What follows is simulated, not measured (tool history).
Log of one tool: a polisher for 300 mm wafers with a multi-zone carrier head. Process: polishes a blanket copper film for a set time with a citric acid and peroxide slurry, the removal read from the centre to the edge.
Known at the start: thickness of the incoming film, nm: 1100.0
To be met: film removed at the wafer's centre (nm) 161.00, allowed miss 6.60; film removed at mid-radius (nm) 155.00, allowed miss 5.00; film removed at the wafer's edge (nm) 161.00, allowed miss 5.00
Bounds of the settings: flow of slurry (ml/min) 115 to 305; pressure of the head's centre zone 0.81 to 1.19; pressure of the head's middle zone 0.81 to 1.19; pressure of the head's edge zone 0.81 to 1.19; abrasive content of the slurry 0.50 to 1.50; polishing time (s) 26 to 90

run,hour,flow of slurry (ml/min),pressure of the head's centre zone,pressure of the head's middle zone,pressure of the head's edge zone,abrasive content of the slurry,polishing time (s),film removed at the wafer's centre (nm),film removed at mid-radius (nm),film removed at the wafer's edge (nm)
1,0.0,195,1.00,1.00,1.00,1.00,58,242.16,240.09,234.83
2,0.8,185,0.98,0.96,0.96,0.85,55,210.67,215.24,215.92
3,6.9,185,0.98,0.96,0.96,0.65,55,206.09,208.79,205.65
4,14.0,185,0.98,0.96,0.96,0.65,69,253.79,259.75,260.72
5,16.1,180,0.98,0.93,0.94,0.60,61,225.83,221.68,224.31
6,18.1,175,0.97,0.91,0.92,0.55,56,199.77,191.17,201.78
7,26.4,175,0.96,0.91,0.90,0.55,53,187.85,187.85,190.68
8,29.8,140,0.96,0.81,0.84,0.50,44,145.68,130.62,149.64
9,35.8,140,0.96,0.81,0.84,0.50,44,145.33,131.65,147.78
10,38.4,165,0.96,0.83,0.85,0.50,44,152.07,141.49,155.28

Which of these 4 next moves meets every target?
A,41.0,190,0.95,1.06,0.81,0.65,41,?,?,?
B,41.0,155,1.01,0.93,0.88,0.65,47,?,?,?
C,41.0,205,0.99,0.94,0.91,0.50,47,?,?,?
D,41.0,175,0.95,0.88,0.81,0.50,46,?,?,?

move,film removed at the wafer's centre (nm),film removed at mid-radius (nm),film removed at the wafer's edge (nm)
A,145.62,166.49,145.74
B,169.89,164.39,166.50
C,171.15,169.47,169.38
D,155.91,152.93,157.49
A: takes the result that was furthest off past its target
B: takes the result that was furthest off past its target
C: takes the result that was furthest off past its target
D: meets every target
Answer: D
